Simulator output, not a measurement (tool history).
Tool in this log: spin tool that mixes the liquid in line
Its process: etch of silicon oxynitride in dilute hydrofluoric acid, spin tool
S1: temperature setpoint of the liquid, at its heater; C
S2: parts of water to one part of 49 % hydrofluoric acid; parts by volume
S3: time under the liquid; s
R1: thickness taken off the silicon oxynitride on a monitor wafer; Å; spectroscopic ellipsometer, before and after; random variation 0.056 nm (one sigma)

| run | hour | S1 | S2 | S3 | R1 |
|---|---|---|---|---|---|
| 1 | 0 | 21 | 160 | 260 | 31.873 |
| 2 | 1.3 | 23 | 145 | 260 | 39.321 |
| 3 | 6 | 23 | 190 | 260 | 29.39 |
| 4 | 13.9 | 23 | 190 | 280 | 31.037 |
| 5 | 17.7 | 20.5 | 190 | 280 | 27.705 |
| 6 | 23.9 | 20.5 | 245 | 280 | 20.256 |
| 7 | 30.9 | 23 | 210 | 280 | 27.929 |

For run 8, what comes out?
| 8 | 32.3 | 23 | 210 | 280 | ? |

R1: 27.62 Å
